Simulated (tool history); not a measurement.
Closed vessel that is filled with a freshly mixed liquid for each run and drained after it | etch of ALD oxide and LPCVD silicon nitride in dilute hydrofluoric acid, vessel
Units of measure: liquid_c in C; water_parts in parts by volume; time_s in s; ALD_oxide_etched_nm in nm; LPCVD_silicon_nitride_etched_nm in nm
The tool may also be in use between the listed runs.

| run | hour | liquid_c | water_parts | time_s | ALD_oxide_etched_nm | LPCVD_silicon_nitride_etched_nm |
|---|---|---|---|---|---|---|
| 1 | 0 | 25 | 65 | 80 | 33.887 | 0.6544 |
| 2 | 3.2 | 22.5 | 65 | 80 | 30.673 | 0.52134 |
| 3 | 6.7 | 24.5 | 55 | 80 | 40.103 | 0.75135 |
| 4 | 13 | 24.5 | 55 | 105 | 52.383 | 0.92533 |
| 5 | 14.6 | 24.5 | 55 | 135 | 67.375 | 1.2227 |
| 6 | 18.5 | 24.5 | 55 | 150 | 74.862 | 1.3752 |

Predict the results of run 7:
| 7 | 19.9 | 28 | 60 | 155 | ? | ? |

{"run 7": {"ALD_oxide_etched_nm": 80.886, "LPCVD_silicon_nitride_etched_nm": 1.7421}}
